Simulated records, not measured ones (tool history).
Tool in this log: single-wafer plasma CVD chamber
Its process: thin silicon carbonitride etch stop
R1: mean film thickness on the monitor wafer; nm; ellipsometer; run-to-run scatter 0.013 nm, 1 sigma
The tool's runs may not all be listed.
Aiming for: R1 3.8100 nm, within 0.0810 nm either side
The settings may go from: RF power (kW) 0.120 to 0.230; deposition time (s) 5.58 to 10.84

{"run": 1, "hour": 0.0, "RF power (kW)": 0.175, "deposition time (s)": 8.21, "R1": 4.2557}
{"run": 2, "hour": 2.8, "RF power (kW)": 0.17, "deposition time (s)": 8.13, "R1": 4.1707}
{"run": 3, "hour": 4.9, "RF power (kW)": 0.165, "deposition time (s)": 8.08, "R1": 4.1316}
{"run": 4, "hour": 11.1, "RF power (kW)": 0.16, "deposition time (s)": 8.01, "R1": 4.0695}
{"run": 5, "hour": 18.0, "RF power (kW)": 0.155, "deposition time (s)": 7.95, "R1": 3.9769}
{"run": 6, "hour": 21.8, "RF power (kW)": 0.155, "deposition time (s)": 7.93, "R1": 3.9812}
{"run": 7, "hour": 25.9, "RF power (kW)": 0.15, "deposition time (s)": 7.9, "R1": 3.9213}
{"run": 8, "hour": 29.7, "RF power (kW)": 0.15, "deposition time (s)": 7.88, "R1": 3.9314}

Exactly one of the 5 candidate moves below puts every result within its allowed miss. Which one?
{"run": "A", "hour": 33.5, "RF power (kW)": 0.165, "deposition time (s)": 7.88, "R1": "?"}
{"run": "B", "hour": 33.5, "RF power (kW)": 0.155, "deposition time (s)": 8.37, "R1": "?"}
{"run": "C", "hour": 33.5, "RF power (kW)": 0.13, "deposition time (s)": 7.99, "R1": "?"}
{"run": "D", "hour": 33.5, "RF power (kW)": 0.14, "deposition time (s)": 8.49, "R1": "?"}
{"run": "E", "hour": 33.5, "RF power (kW)": 0.135, "deposition time (s)": 8.35, "R1": "?"}

move=A R1=4.0311
move=B R1=4.2032
move=C R1=3.8090
move=D R1=4.1370
move=E R1=4.0252
A: misses by more than the last run did
B: misses by more than the last run did
C: meets every target
D: misses by more than the last run did
E: misses by more than the last run did
The move that meets every target is C.

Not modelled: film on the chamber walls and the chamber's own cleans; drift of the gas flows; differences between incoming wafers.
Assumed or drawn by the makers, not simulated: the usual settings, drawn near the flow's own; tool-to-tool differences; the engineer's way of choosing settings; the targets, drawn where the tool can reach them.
